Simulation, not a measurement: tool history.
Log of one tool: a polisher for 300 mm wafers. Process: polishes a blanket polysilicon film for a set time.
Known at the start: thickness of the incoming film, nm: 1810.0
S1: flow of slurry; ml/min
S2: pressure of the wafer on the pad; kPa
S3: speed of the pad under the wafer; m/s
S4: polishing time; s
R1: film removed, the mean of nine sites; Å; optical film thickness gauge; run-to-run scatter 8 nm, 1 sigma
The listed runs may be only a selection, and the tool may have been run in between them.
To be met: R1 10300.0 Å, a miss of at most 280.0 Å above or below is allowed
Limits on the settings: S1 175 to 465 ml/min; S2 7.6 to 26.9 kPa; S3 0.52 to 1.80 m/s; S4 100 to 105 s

| run | hour | S1 | S2 | S3 | S4 | R1 |
|---|---|---|---|---|---|---|
| 1 | 0.0 | 295 | 17.2 | 1.16 | 100 | 7098.7 |
| 2 | 1.1 | 295 | 17.2 | 1.16 | 100 | 7157.5 |
| 3 | 6.4 | 345 | 17.2 | 1.16 | 100 | 7089.1 |
| 4 | 7.4 | 345 | 17.2 | 0.90 | 100 | 5577.4 |
| 5 | 9.8 | 345 | 15.9 | 0.90 | 100 | 5214.1 |
| 6 | 18.5 | 345 | 19.3 | 0.94 | 100 | 6464.9 |
|  | 21.9 | worn pad replaced by a new one |
| 7 | 21.9 | 345 | 22.1 | 0.96 | 100 | 8005.5 |
| 8 | 22.6 | 345 | 23.4 | 0.96 | 100 | 8402.5 |
| 9 | 24.1 | 345 | 24.8 | 0.96 | 100 | 9026.3 |
| 10 | 28.7 | 345 | 25.5 | 0.96 | 100 | 9116.9 |
| 11 | 35.7 | 345 | 26.2 | 0.98 | 100 | 9629.2 |
| 12 | 41.9 | 345 | 26.2 | 1.00 | 100 | 9781.6 |

Of the 5 settings listed for the next run, only one would bring every result within its allowed miss of target. Which one?
| A | 48.1 | 395 | 25.5 | 0.94 | 105 | ? |
| B | 48.1 | 380 | 26.9 | 1.02 | 105 | ? |
| C | 48.1 | 405 | 24.8 | 0.96 | 104 | ? |
| D | 48.1 | 325 | 26.2 | 1.04 | 102 | ? |
| E | 48.1 | 385 | 22.1 | 1.06 | 102 | ? |

| move | R1 |
|---|---|
| A | 9549.7 |
| B | 10821.0 |
| C | 9426.4 |
| D | 10350.0 |
| E | 9106.2 |
A: misses by more than the last run did
B: pushes the last run's worst result past its target
C: misses by more than the last run did
D: meets every target
E: misses by more than the last run did
Go with D: it meets all targets.
